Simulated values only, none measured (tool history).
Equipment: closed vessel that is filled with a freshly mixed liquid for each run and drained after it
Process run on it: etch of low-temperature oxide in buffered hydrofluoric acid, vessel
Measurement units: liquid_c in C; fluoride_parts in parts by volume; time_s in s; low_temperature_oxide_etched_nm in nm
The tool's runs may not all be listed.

| run | hour | liquid_c | fluoride_parts | time_s | low_temperature_oxide_etched_nm |
|---|---|---|---|---|---|
| 1 | 0.0 | 24.0 | 14.0 | 30 | 50.782 |
| 2 | 4.9 | 24.0 | 14.0 | 30 | 50.504 |
| 3 | 11.5 | 26.0 | 12.0 | 30 | 66.404 |
| 4 | 20.0 | 29.5 | 12.0 | 30 | 79.675 |
| 5 | 22.6 | 30.0 | 11.0 | 30 | 89.114 |
| 6 | 30.6 | 30.5 | 10.0 | 30 | 99.707 |
| 7 | 38.0 | 31.0 | 9.5 | 30 | 106.180 |
| 8 | 46.5 | 31.5 | 9.0 | 30 | 115.060 |
|  | 53.5 | hydrofluoric acid flow meter replaced |
| 9 | 53.5 | 32.0 | 8.5 | 30 | 132.410 |

For run 10, what comes out?
| 10 | 62.4 | 31.5 | 8.5 | 30 | ? |

Run 10 yielded low_temperature_oxide_etched_nm 128.400 nm.
